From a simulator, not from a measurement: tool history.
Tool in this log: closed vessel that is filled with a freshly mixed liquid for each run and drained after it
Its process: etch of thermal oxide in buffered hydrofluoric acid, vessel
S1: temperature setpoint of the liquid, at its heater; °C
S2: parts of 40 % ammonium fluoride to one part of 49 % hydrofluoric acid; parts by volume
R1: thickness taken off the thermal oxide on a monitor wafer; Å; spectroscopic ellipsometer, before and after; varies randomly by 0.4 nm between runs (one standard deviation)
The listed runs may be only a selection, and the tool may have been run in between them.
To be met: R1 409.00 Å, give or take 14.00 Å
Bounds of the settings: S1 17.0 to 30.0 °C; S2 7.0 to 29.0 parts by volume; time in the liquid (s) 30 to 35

{"run": 1, "hour": 0.0, "S1": 22.0, "S2": 18.0, "time in the liquid (s)": 35, "R1": 214.19}
{"run": 2, "hour": 3.9, "S1": 22.0, "S2": 22.5, "time in the liquid (s)": 35, "R1": 175.62}
{"run": 3, "hour": 12.7, "S1": 23.5, "S2": 21.0, "time in the liquid (s)": 35, "R1": 205.62}
{"run": 4, "hour": 16.7, "S1": 25.5, "S2": 21.0, "time in the liquid (s)": 35, "R1": 224.46}
{"run": 5, "hour": 24.1, "S1": 26.5, "S2": 19.5, "time in the liquid (s)": 35, "R1": 250.52}
{"run": 6, "hour": 30.0, "S1": 26.5, "S2": 22.0, "time in the liquid (s)": 35, "R1": 227.99}
{"hour": 38.8, "done": "thermometer replaced"}
{"run": 7, "hour": 38.8, "S1": 26.5, "S2": 22.0, "time in the liquid (s)": 35, "R1": 203.82}
{"run": 8, "hour": 47.8, "S1": 27.0, "S2": 20.5, "time in the liquid (s)": 35, "R1": 218.6}
{"run": 9, "hour": 50.2, "S1": 27.5, "S2": 18.0, "time in the liquid (s)": 35, "R1": 252.55}
{"run": 10, "hour": 51.9, "S1": 27.5, "S2": 18.0, "time in the liquid (s)": 35, "R1": 258.75}
{"run": 11, "hour": 56.6, "S1": 28.0, "S2": 16.0, "time in the liquid (s)": 35, "R1": 290.83}
{"run": 12, "hour": 64.5, "S1": 28.5, "S2": 15.0, "time in the liquid (s)": 35, "R1": 318.56}
{"run": 13, "hour": 69.2, "S1": 30.0, "S2": 11.5, "time in the liquid (s)": 35, "R1": 450.41}
{"run": 14, "hour": 70.5, "S1": 30.0, "S2": 11.5, "time in the liquid (s)": 35, "R1": 451.13}
{"run": 15, "hour": 77.2, "S1": 29.5, "S2": 11.5, "time in the liquid (s)": 35, "R1": 436.77}
{"run": 16, "hour": 79.8, "S1": 29.0, "S2": 11.5, "time in the liquid (s)": 35, "R1": 431.25}

Consider the 4 candidate settings below. Which is the only one whose results all fall within their allowed miss of target?
{"run": "A", "hour": 82.4, "S1": 30.0, "S2": 11.0, "time in the liquid (s)": 35, "R1": "?"}
{"run": "B", "hour": 82.4, "S1": 29.5, "S2": 10.5, "time in the liquid (s)": 30, "R1": "?"}
{"run": "C", "hour": 82.4, "S1": 29.5, "S2": 9.5, "time in the liquid (s)": 30, "R1": "?"}
{"run": "D", "hour": 82.4, "S1": 30.0, "S2": 11.5, "time in the liquid (s)": 35, "R1": "?"}

move=A R1=475.13
move=B R1=415.06
move=C R1=449.47
move=D R1=455.00
A: further off than the last run
B: each result inside its tolerance
C: further off than the last run
D: further off than the last run
Go with B: it meets all targets.
